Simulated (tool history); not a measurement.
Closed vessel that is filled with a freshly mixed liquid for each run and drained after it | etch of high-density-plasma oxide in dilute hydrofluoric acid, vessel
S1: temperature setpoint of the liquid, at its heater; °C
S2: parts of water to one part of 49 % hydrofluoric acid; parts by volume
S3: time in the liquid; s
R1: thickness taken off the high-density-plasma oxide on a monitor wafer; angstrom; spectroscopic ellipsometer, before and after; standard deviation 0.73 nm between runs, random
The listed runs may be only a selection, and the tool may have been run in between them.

run  hour    S1  S2    S3      R1
  1   0.0  24.0  65  1075  811.88
  2   2.9  22.5  65  1075  753.72
  3   9.0  24.0  65  1075  806.98
  4  16.5  25.0  65  1075  845.55
  5  18.7  26.5  65  1075  896.29
  6  24.8  23.0  65  1075  772.15
  7  29.2  24.5  65  1075  827.60
  8  33.2  25.5  65  1075  858.59
  9  37.5  26.5  65  1075  900.57
 10  43.8  27.5  65  1075  932.77

Predict the results of run 11:
 11  48.7  28.0  65  1075   ?

R1: 950.24 angstrom

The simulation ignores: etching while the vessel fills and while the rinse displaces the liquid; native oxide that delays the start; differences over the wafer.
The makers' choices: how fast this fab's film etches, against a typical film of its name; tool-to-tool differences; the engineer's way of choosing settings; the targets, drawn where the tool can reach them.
